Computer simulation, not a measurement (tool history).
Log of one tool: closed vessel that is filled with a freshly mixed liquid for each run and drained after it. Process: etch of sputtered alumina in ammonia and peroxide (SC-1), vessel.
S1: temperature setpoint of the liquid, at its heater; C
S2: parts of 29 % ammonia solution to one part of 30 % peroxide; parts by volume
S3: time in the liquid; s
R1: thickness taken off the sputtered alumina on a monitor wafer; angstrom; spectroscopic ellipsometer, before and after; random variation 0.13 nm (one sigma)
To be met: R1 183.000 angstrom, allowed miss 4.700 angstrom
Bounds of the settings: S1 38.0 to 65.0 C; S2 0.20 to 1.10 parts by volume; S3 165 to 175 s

run	hour	S1	S2	S3	R1
1	0.0	49.0	0.60	165	90.492
2	8.6	42.5	0.60	165	62.265
3	13.7	42.5	0.60	175	65.662
4	22.0	46.0	0.60	175	79.742
5	22.9	42.5	0.60	175	66.162
# hour 30.0: thermometer replaced
6	30.0	42.5	0.60	165	70.168
7	36.2	47.0	0.65	165	91.745
8	42.8	49.0	0.65	165	102.340
9	51.4	51.0	0.65	165	113.810
10	59.7	52.5	0.65	165	123.370
11	68.7	54.0	0.65	165	133.890
12	72.5	55.0	0.65	165	139.880
13	76.2	56.0	0.65	165	148.830
14	82.5	56.5	0.65	165	152.250
15	91.1	56.5	0.65	165	152.960
16	100.4	57.0	0.65	165	158.740
17	104.1	57.5	0.65	165	162.930
18	107.7	58.0	0.65	165	168.310
19	112.3	58.5	0.65	165	169.440

Which of these 5 next moves meets every target?
A	116.9	60.0	0.40	165	?
B	116.9	58.0	0.70	165	?
C	116.9	59.0	0.65	165	?
D	116.9	60.0	0.60	175	?
E	116.9	58.5	0.70	175	?

move	R1
A	176.320
B	167.650
C	175.340
D	194.320
E	182.480
A: nearer than the last run, and not there yet
B: further off than the last run
C: nearer than the last run, and not there yet
D: takes the result that was furthest off past its target
E: meets every target
Move E is the one to make.
